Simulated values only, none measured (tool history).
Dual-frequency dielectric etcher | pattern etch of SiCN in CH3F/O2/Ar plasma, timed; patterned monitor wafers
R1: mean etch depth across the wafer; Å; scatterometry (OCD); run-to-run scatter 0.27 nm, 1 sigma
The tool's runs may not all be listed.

Run 1, hour 0: source power (W) 510, bias power (W) 93, etch time (s) 143.5. Result: R1 716.81 Å.
Run 2, hour 7.6: source power (W) 510, bias power (W) 103, etch time (s) 143.5. Result: R1 735.92 Å.
Run 3, hour 13.5: source power (W) 510, bias power (W) 103, etch time (s) 143.5. Result: R1 742.14 Å.
Run 4, hour 14.2: source power (W) 480, bias power (W) 99, etch time (s) 143.5. Result: R1 713.88 Å.
Run 5, hour 21.7: source power (W) 450, bias power (W) 96, etch time (s) 143.5. Result: R1 688.03 Å.
Run 6, hour 23.2: source power (W) 430, bias power (W) 94, etch time (s) 143.5. Result: R1 666 Å.
Run 7, hour 27.1: source power (W) 410, bias power (W) 94, etch time (s) 143.5. Result: R1 653.81 Å.
Run 8, hour 28.3: source power (W) 390, bias power (W) 94, etch time (s) 143.5. Result: R1 633.91 Å.
Run 9, hour 34.8: source power (W) 380, bias power (W) 94, etch time (s) 143.5. Result: R1 631.3 Å.
Run 10, hour 43.6: source power (W) 370, bias power (W) 94, etch time (s) 143.5. Result: R1 627.14 Å.

What will run 11 give?
Run 11, hour 51.2: source power (W) 360, bias power (W) 94, etch time (s) 143.5. Result: R1 ?.

Run 11 gave R1 623.26 Å.

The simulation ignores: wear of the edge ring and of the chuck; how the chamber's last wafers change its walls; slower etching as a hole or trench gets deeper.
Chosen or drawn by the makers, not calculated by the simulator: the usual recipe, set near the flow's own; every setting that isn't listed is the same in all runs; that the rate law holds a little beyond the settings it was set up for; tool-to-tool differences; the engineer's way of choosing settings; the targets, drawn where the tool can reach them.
